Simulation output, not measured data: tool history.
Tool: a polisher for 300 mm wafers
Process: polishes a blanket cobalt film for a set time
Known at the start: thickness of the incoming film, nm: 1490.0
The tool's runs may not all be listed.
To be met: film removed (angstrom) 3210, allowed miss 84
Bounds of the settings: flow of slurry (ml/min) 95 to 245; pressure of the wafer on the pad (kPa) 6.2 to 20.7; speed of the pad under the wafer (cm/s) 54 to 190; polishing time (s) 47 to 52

| run | hour | flow of slurry (ml/min) | pressure of the wafer on the pad (kPa) | speed of the pad under the wafer (cm/s) | polishing time (s) | film removed (angstrom) |
|---|---|---|---|---|---|---|
| 1 | 0 | 155 | 13.1 | 122 | 52 | 2512.2 |
| 2 | 2.5 | 165 | 13.8 | 122 | 52 | 2640.8 |
| 3 | 11.2 | 185 | 13.8 | 122 | 52 | 2739.4 |
| 4 | 12.1 | 195 | 14.5 | 122 | 52 | 2796.2 |
| 5 | 15 | 195 | 15.2 | 122 | 52 | 2927.3 |
| 6 | 21.3 | 195 | 15.9 | 122 | 52 | 2985.7 |
| 7 | 28.2 | 200 | 15.9 | 122 | 52 | 2987.3 |
| 8 | 33.1 | 200 | 16.5 | 122 | 52 | 3111.5 |

4 next moves are on the table. One of them brings every result within its allowed miss. Which?
| A | 38 | 220 | 17.2 | 128 | 47 | ? |
| B | 38 | 195 | 17.2 | 124 | 49 | ? |
| C | 38 | 170 | 15.9 | 130 | 51 | ? |
| D | 38 | 225 | 17.2 | 140 | 47 | ? |

| move | film removed (angstrom) |
|---|---|
| A | 3031 |
| B | 3049.4 |
| C | 3011 |
| D | 3213.7 |
A: further off than the last run
B: further off than the last run
C: further off than the last run
D: meets every target
Answer: D

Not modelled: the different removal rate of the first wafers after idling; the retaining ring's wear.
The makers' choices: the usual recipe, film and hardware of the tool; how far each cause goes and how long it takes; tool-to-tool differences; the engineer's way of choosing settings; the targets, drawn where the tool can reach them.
